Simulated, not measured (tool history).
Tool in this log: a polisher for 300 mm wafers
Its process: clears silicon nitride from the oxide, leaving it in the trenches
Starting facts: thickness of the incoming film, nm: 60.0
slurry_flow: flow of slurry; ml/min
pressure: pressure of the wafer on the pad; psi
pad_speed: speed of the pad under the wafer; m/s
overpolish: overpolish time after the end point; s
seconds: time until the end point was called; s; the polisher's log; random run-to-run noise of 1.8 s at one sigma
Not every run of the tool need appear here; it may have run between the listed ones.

| run | day | slurry_flow | pressure | pad_speed | overpolish | seconds |
|---|---|---|---|---|---|---|
| 1 | 0 | 140 | 2.6 | 0.82 | 16 | 91.27 |
| 2 | 0.15 | 140 | 2.6 | 0.64 | 16 | 114.18 |
| 3 | 0.279 | 140 | 2.5 | 0.64 | 16 | 119.44 |
| 4 | 0.35 | 140 | 2.5 | 0.64 | 12 | 117.19 |
| 5 | 0.462 | 140 | 2.4 | 0.64 | 12 | 123.53 |
| 6 | 0.6 | 140 | 2.7 | 0.64 | 12 | 112.95 |
| 7 | 0.938 | 140 | 2.6 | 0.64 | 12 | 113.7 |

Run 8 comes next. What will it give?
| 8 | 1.079 | 140 | 2.5 | 0.64 | 12 | ? |

seconds: 118.29 s
